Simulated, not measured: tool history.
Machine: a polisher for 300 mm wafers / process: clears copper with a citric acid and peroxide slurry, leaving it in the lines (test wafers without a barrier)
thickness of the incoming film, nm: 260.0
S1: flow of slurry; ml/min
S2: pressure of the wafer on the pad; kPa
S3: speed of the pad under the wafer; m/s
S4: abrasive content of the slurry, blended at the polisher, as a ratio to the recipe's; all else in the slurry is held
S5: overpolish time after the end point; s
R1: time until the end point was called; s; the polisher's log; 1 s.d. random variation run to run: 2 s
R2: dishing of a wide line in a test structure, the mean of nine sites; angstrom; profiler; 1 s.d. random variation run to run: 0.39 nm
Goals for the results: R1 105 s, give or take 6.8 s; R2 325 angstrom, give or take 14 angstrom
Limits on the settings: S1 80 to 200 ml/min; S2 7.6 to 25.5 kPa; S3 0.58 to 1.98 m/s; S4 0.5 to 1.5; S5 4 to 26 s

run	hour	S1	S2	S3	S4	S5	R1	R2
1	0	130	16.5	1.28	1	13	116.35	234.31
2	3.6	130	16.5	0.96	1	13	162.59	182.06
3	7.8	130	16.5	0.78	1	13	195.37	148.81
4	14.2	130	17.9	0.8	1	13	175.64	160.6
5	17.7	130	13.8	0.8	1	13	217.82	129.49
6	25.2	115	13.8	0.8	1	13	230.09	128.79
7	26.5	115	15.9	0.82	1	13	194.33	147.84
# hour 31.1: worn pad replaced by a new one
8	31.1	115	17.2	0.84	1	13	166.93	175.42
9	38.5	115	17.9	0.84	1	13	159.99	176.88
10	43.4	120	18.6	0.84	1	14	154.82	200.02
11	49.6	135	22.8	0.86	1	15	120.59	261.41
12	54.3	135	24.1	0.86	1	16	114.88	294.72
13	61.6	135	24.8	0.86	1	16	115.95	292.24
14	67.4	135	24.8	0.88	1	16	105.6	304.55

Exercise: of the 5 proposed moves below, exactly one satisfies all targets within the stated allowed misses. Which move is it?
A	73.2	145	24.8	0.9	1	19	?	?
B	73.2	135	25.5	0.86	1.1	17	?	?
C	73.2	125	25.5	1	0.8	14	?	?
D	73.2	145	24.1	0.92	1.1	13	?	?
E	73.2	140	24.1	0.94	1	19	?	?

move	R1	R2
A	105.2	359.27
B	106.69	322.88
C	99.758	288.72
D	103.69	260.69
E	104.22	361.64
A: moves the result that the last run missed by most past its target, out the other side
B: all results land within tolerance of their targets
C: its largest miss is bigger than the last run's
D: its largest miss is bigger than the last run's
E: moves the result that the last run missed by most past its target, out the other side
The right move is B.
